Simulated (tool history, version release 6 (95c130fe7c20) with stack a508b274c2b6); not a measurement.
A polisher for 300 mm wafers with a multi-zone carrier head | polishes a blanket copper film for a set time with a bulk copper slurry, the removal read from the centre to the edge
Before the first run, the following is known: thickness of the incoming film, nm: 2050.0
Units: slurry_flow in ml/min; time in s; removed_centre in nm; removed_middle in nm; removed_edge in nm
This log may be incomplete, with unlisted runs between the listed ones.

Run 1, day 0.000: slurry_flow 295 ml/min, centre_zone 1.00, middle_zone 1.00, edge_zone 1.00, slurry_solids 1.00, time 42 s. Result: removed_centre 321.62 nm, removed_middle 313.91 nm, removed_edge 317.92 nm.
Run 2, day 0.242: slurry_flow 295 ml/min, centre_zone 1.00, middle_zone 1.01, edge_zone 0.98, slurry_solids 0.95, time 41 s. Result: removed_centre 306.90 nm, removed_middle 304.08 nm, removed_edge 305.90 nm.
Run 3, day 0.433: slurry_flow 295 ml/min, centre_zone 1.01, middle_zone 1.03, edge_zone 0.96, slurry_solids 0.90, time 39 s. Result: removed_centre 291.16 nm, removed_middle 291.27 nm, removed_edge 278.71 nm.
Run 4, day 0.629: slurry_flow 295 ml/min, centre_zone 1.01, middle_zone 1.03, edge_zone 1.02, slurry_solids 0.90, time 39 s. Result: removed_centre 297.92 nm, removed_middle 294.78 nm, removed_edge 289.74 nm.
Run 5, day 0.671: slurry_flow 295 ml/min, centre_zone 1.01, middle_zone 1.03, edge_zone 1.02, slurry_solids 1.00, time 39 s. Result: removed_centre 301.28 nm, removed_middle 305.43 nm, removed_edge 296.72 nm.
Run 6, day 0.996: slurry_flow 295 ml/min, centre_zone 1.01, middle_zone 1.04, edge_zone 1.00, slurry_solids 0.95, time 38 s. Result: removed_centre 285.21 nm, removed_middle 297.16 nm, removed_edge 282.33 nm.
Run 7, day 1.075: slurry_flow 295 ml/min, centre_zone 1.01, middle_zone 1.04, edge_zone 0.98, slurry_solids 0.90, time 37 s. Result: removed_centre 282.42 nm, removed_middle 278.77 nm, removed_edge 272.05 nm.

What will run 8 give?
Run 8, day 1.221: slurry_flow 295 ml/min, centre_zone 1.01, middle_zone 1.06, edge_zone 0.96, slurry_solids 0.85, time 36 s. Result: removed_centre ?, removed_middle ?, removed_edge ?.

removed_centre: 265.55 nm
removed_middle: 278.45 nm
removed_edge: 254.94 nm

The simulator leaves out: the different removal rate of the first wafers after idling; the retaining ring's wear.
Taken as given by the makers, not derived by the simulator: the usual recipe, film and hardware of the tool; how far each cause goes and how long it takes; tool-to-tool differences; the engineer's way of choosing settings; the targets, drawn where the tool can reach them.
